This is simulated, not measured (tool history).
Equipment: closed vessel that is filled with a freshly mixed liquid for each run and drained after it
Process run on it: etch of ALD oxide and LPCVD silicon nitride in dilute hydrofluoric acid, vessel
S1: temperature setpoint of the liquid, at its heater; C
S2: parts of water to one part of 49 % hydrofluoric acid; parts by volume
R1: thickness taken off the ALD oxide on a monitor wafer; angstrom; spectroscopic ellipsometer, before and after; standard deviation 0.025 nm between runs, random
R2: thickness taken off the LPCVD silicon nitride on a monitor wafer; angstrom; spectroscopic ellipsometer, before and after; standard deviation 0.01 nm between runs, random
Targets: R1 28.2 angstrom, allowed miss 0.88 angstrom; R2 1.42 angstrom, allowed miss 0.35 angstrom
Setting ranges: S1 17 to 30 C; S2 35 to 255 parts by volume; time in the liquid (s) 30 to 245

{"run": 1, "day": 0.0, "S1": 22, "S2": 145, "time in the liquid (s)": 125, "R1": 97.745, "R2": 4.1193}
{"run": 2, "day": 0.138, "S1": 21, "S2": 175, "time in the liquid (s)": 115, "R1": 69.898, "R2": 2.982}
{"run": 3, "day": 0.196, "S1": 20.5, "S2": 200, "time in the liquid (s)": 105, "R1": 53.531, "R2": 2.5164}
{"run": 4, "day": 0.379, "S1": 17.5, "S2": 200, "time in the liquid (s)": 105, "R1": 48.033, "R2": 1.6493}
{"run": 5, "day": 0.679, "S1": 20, "S2": 200, "time in the liquid (s)": 105, "R1": 53.779, "R2": 2.3721}
{"run": 6, "day": 0.733, "S1": 19.5, "S2": 215, "time in the liquid (s)": 95, "R1": 42.541, "R2": 1.9206}
{"run": 7, "day": 1.017, "S1": 19.5, "S2": 225, "time in the liquid (s)": 90, "R1": 38.596, "R2": 1.79}
{"run": 8, "day": 1.367, "S1": 19.5, "S2": 235, "time in the liquid (s)": 85, "R1": 34.586, "R2": 1.709}
{"run": 9, "day": 1.65, "S1": 19.5, "S2": 240, "time in the liquid (s)": 85, "R1": 33.365, "R2": 1.5844}
{"run": 10, "day": 2.004, "S1": 19.5, "S2": 245, "time in the liquid (s)": 85, "R1": 33.012, "R2": 1.4602}
{"run": 11, "day": 2.392, "S1": 19, "S2": 255, "time in the liquid (s)": 75, "R1": 26.79, "R2": 1.1209}

Below are 5 possible settings for the next run. Only one of them brings all results inside the allowed miss of their targets. Which is it?
{"run": "A", "day": 2.779, "S1": 22, "S2": 235, "time in the liquid (s)": 70, "R1": "?", "R2": "?"}
{"run": "B", "day": 2.779, "S1": 24, "S2": 255, "time in the liquid (s)": 65, "R1": "?", "R2": "?"}
{"run": "C", "day": 2.779, "S1": 21, "S2": 255, "time in the liquid (s)": 80, "R1": "?", "R2": "?"}
{"run": "D", "day": 2.779, "S1": 21.5, "S2": 245, "time in the liquid (s)": 75, "R1": "?", "R2": "?"}
{"run": "E", "day": 2.779, "S1": 25.5, "S2": 255, "time in the liquid (s)": 55, "R1": "?", "R2": "?"}

move=A R1=31.419 R2=1.3851
move=B R1=28.339 R2=1.3456
move=C R1=31.277 R2=1.3714
move=D R1=31.389 R2=1.3801
move=E R1=25.286 R2=1.2487
A: pushes the last run's worst result past its target
B: all results in spec
C: pushes the last run's worst result past its target
D: pushes the last run's worst result past its target
E: moves away from the targets compared with the last run
Go with B: it meets all targets.

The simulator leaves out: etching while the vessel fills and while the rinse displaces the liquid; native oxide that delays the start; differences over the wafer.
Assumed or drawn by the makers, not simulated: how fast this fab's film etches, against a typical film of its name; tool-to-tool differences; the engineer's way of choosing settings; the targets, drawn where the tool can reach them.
